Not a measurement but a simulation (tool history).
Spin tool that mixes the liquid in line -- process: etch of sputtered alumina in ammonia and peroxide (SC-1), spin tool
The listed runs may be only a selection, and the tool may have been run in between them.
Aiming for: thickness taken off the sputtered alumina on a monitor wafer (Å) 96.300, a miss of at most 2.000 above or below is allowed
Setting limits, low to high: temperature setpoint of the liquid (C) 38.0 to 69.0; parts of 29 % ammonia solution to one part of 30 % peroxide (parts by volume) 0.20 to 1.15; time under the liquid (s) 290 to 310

run	hour	temperature setpoint of the liquid (C)	parts of 29 % ammonia solution to one part of 30 % peroxide (parts by volume)	time under the liquid (s)	thickness taken off the sputtered alumina on a monitor wafer (Å)
1	0.0	53.0	0.65	290	138.050
2	0.7	51.5	0.65	290	126.390
3	5.1	48.0	0.65	290	103.870
4	8.1	48.0	0.65	310	111.920
5	8.9	47.5	0.65	310	107.890
6	13.3	47.5	0.85	310	111.490
7	18.0	47.0	0.85	310	107.820
8	21.7	46.5	0.85	310	105.190
9	23.7	46.0	0.85	310	102.320
10	29.8	45.5	0.85	310	98.093

Consider the 4 candidate settings below. Which is the only one whose results all fall within their allowed miss of target?
A	35.9	46.0	0.85	305	?
B	35.9	47.0	0.80	290	?
C	35.9	44.5	0.70	310	?
D	35.9	46.5	0.70	290	?

move	thickness taken off the sputtered alumina on a monitor wafer (Å)
A	101.220
B	101.180
C	92.815
D	97.155
A: the biggest miss grows against the last run
B: the biggest miss grows against the last run
C: the result that was furthest off in the last run now lies on the other side of its target
D: every result within its allowed miss
Move D is the one to make.
